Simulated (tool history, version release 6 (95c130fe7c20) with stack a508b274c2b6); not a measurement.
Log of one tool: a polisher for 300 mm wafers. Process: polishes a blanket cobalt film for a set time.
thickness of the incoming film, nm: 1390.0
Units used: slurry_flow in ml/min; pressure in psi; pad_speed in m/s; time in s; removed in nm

{"run": 1, "hour": 0.0, "slurry_flow": 295, "pressure": 2, "pad_speed": 1.16, "time": 78, "removed": 365.81}
{"run": 2, "hour": 8.3, "slurry_flow": 295, "pressure": 1.8, "pad_speed": 1.14, "time": 78, "removed": 325.29}
{"run": 3, "hour": 12.4, "slurry_flow": 360, "pressure": 1.8, "pad_speed": 1.14, "time": 78, "removed": 330.04}
{"run": 4, "hour": 17.4, "slurry_flow": 360, "pressure": 2.1, "pad_speed": 1.14, "time": 78, "removed": 394.35}
{"run": 5, "hour": 24.2, "slurry_flow": 395, "pressure": 2.1, "pad_speed": 1.14, "time": 78, "removed": 387.43}
{"run": 6, "hour": 31.7, "slurry_flow": 360, "pressure": 2.1, "pad_speed": 1.14, "time": 78, "removed": 388.65}
{"run": 7, "hour": 36.1, "slurry_flow": 360, "pressure": 1.9, "pad_speed": 1.12, "time": 78, "removed": 347.44}
{"run": 8, "hour": 43.5, "slurry_flow": 360, "pressure": 1.7, "pad_speed": 1.1, "time": 78, "removed": 316.17}
{"run": 9, "hour": 46.7, "slurry_flow": 360, "pressure": 1.7, "pad_speed": 1.1, "time": 78, "removed": 302.3}
{"run": 10, "hour": 49.6, "slurry_flow": 360, "pressure": 1.6, "pad_speed": 1.1, "time": 78, "removed": 293.84}

Run 11 is up next; what results do you expect?
{"run": 11, "hour": 52.0, "slurry_flow": 360, "pressure": 1.5, "pad_speed": 1.08, "time": 78, "removed": "?"}

{"run 11": {"removed": 272.49}}
